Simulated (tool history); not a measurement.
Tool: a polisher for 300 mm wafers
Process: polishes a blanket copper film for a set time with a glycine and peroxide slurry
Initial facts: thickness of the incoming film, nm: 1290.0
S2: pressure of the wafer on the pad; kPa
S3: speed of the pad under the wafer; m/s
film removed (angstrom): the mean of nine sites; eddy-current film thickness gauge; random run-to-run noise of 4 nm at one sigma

Run 1, hour 0.0: flow of slurry (ml/min) 235, S2 16.5 kPa, S3 1.08 m/s, polishing time (s) 36. Result: film removed (angstrom) 2173.0.
Run 2, hour 6.0: flow of slurry (ml/min) 235, S2 16.5 kPa, S3 1.24 m/s, polishing time (s) 36. Result: film removed (angstrom) 2433.1.
Run 3, hour 13.3: flow of slurry (ml/min) 235, S2 12.4 kPa, S3 1.24 m/s, polishing time (s) 36. Result: film removed (angstrom) 1955.0.
Run 4, hour 17.9: flow of slurry (ml/min) 235, S2 10.3 kPa, S3 1.24 m/s, polishing time (s) 36. Result: film removed (angstrom) 1708.3.
Run 5, hour 18.7: flow of slurry (ml/min) 235, S2 13.1 kPa, S3 1.26 m/s, polishing time (s) 36. Result: film removed (angstrom) 2076.4.
Run 6, hour 24.7: flow of slurry (ml/min) 235, S2 14.5 kPa, S3 1.28 m/s, polishing time (s) 36. Result: film removed (angstrom) 2247.1.
At hour 27.2: head pressure recalibrated.
Run 7, hour 27.2: flow of slurry (ml/min) 235, S2 15.9 kPa, S3 1.30 m/s, polishing time (s) 36. Result: film removed (angstrom) 2313.5.
Run 8, hour 27.9: flow of slurry (ml/min) 235, S2 17.2 kPa, S3 1.32 m/s, polishing time (s) 36. Result: film removed (angstrom) 2498.0.

The next listed run, before its measurement:
Run 9, hour 33.5: flow of slurry (ml/min) 235, S2 17.9 kPa, S3 1.34 m/s, polishing time (s) 36. Result: film removed (angstrom) ?.

{"run 9": {"film removed (angstrom)": 2619.1}}
